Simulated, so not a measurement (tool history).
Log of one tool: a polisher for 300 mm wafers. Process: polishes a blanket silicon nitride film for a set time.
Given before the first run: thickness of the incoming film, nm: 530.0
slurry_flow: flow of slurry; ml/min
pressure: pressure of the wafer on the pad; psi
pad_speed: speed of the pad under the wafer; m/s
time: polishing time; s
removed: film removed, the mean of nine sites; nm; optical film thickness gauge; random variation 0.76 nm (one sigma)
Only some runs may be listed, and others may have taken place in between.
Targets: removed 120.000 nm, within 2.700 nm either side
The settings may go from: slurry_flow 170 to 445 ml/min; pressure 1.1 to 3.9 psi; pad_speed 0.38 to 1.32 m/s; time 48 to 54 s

run 1 hour=0.0 | slurry_flow=285 pressure=2.5 pad_speed=0.84 time=54 | removed=64.286
run 2 hour=0.8 | slurry_flow=285 pressure=2.8 pad_speed=0.84 time=54 | removed=71.786
run 3 hour=1.4 | slurry_flow=285 pressure=2.8 pad_speed=0.84 time=54 | removed=72.290
run 4 hour=7.0 | slurry_flow=295 pressure=3.1 pad_speed=0.86 time=54 | removed=81.889
run 5 hour=14.8 | slurry_flow=295 pressure=3.4 pad_speed=0.88 time=54 | removed=90.850
run 6 hour=15.7 | slurry_flow=295 pressure=3.4 pad_speed=0.72 time=54 | removed=77.734
run 7 hour=23.9 | slurry_flow=295 pressure=3.4 pad_speed=0.72 time=54 | removed=77.703
run 8 hour=32.5 | slurry_flow=330 pressure=3.9 pad_speed=0.96 time=54 | removed=112.580
run 9 hour=35.1 | slurry_flow=330 pressure=3.9 pad_speed=0.98 time=54 | removed=113.820

5 next moves are on the table. One of them brings every result within its allowed miss. Which?
run A hour=37.7 | slurry_flow=360 pressure=3.9 pad_speed=0.90 time=53 | removed=?
run B hour=37.7 | slurry_flow=270 pressure=3.9 pad_speed=1.06 time=51 | removed=?
run C hour=37.7 | slurry_flow=375 pressure=3.9 pad_speed=1.06 time=53 | removed=?
run D hour=37.7 | slurry_flow=325 pressure=3.9 pad_speed=1.02 time=52 | removed=?
run E hour=37.7 | slurry_flow=320 pressure=3.9 pad_speed=1.10 time=54 | removed=?

move=A removed=105.570
move=B removed=112.690
move=C removed=120.720
move=D removed=113.500
move=E removed=125.030
A: the biggest miss grows against the last run
B: the biggest miss grows against the last run
C: every result within its allowed miss
D: the biggest miss grows against the last run
E: the result that was furthest off in the last run now lies on the other side of its target
C is the move that brings every result within its allowed miss.
